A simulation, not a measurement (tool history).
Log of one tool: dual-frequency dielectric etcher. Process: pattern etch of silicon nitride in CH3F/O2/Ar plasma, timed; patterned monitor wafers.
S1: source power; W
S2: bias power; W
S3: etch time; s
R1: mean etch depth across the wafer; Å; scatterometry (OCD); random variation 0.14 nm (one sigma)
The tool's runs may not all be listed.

run  hour   S1  S2    S3      R1
  1     0  320  63  69.5   408.7
  2   3.2  270  63  69.5  387.66
  3   4.4  230  63  69.5  361.66
  4  11.5  290  63  69.5  395.77
  5    14  280  63  69.5  388.13
  6  17.1  280  63    73  410.98
  7  17.8  270  62    73  403.61
  8  24.5  260  62    73  395.31
  9  26.2  260  62    73  393.98
 10  34.1  250  62    73  390.31

The next listed run, before its measurement:
 11    36  250  62  73   ?

Run 11 gave R1 389.66 Å.
